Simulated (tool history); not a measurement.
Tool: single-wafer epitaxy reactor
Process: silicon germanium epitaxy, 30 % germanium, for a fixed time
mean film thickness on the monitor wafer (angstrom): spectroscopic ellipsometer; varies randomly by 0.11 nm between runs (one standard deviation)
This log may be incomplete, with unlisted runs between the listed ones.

run,day,wafer temperature setpoint (pyrometer-controlled) (deg C),chamber pressure (Torr),mean film thickness on the monitor wafer (angstrom)
1,0,590,27.1,498.77
2,0.221,590,30,523.72
3,0.254,590,34,555.13
4,0.429,590,30,525.96
5,0.646,598,30,621.97
6,0.762,596,29.9,594.41
7,1.05,594,29.8,571.09
8,1.242,582,28.9,431.37
9,1.604,582,28.9,432.93

Estimate the outcome of run 10 from the log above:
10,1.971,581,28.9,?

Run 10 yielded mean film thickness on the monitor wafer (angstrom) 422.61.

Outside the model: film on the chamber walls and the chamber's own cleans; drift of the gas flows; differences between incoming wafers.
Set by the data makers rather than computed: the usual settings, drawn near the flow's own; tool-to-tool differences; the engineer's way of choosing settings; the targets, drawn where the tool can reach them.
